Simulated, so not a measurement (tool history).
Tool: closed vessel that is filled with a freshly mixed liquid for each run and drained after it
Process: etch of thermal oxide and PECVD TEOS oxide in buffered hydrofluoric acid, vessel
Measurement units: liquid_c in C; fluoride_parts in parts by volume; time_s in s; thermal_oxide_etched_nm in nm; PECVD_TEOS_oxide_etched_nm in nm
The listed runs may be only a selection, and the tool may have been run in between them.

run	hour	liquid_c	fluoride_parts	time_s	thermal_oxide_etched_nm	PECVD_TEOS_oxide_etched_nm
1	0	23	9.5	60	67.999	125.82
2	8.5	25	9.5	60	75.121	140.68
3	11.6	24	9.5	60	71.241	131.11
4	19.2	24	6.5	60	103.31	191.49
5	20.4	22.5	7.5	60	83.085	152.62
6	21.5	24	7.5	60	90.342	166.24
7	25.3	22.5	8.5	60	72.699	132.47
8	32.7	21.5	9	60	64.207	119.54
9	37.2	20.5	9.5	60	58.631	109.09

Forecast run 10:
10	41.8	17	12.5	60	?	?

thermal_oxide_etched_nm: 37.954 nm
PECVD_TEOS_oxide_etched_nm: 69.219 nm
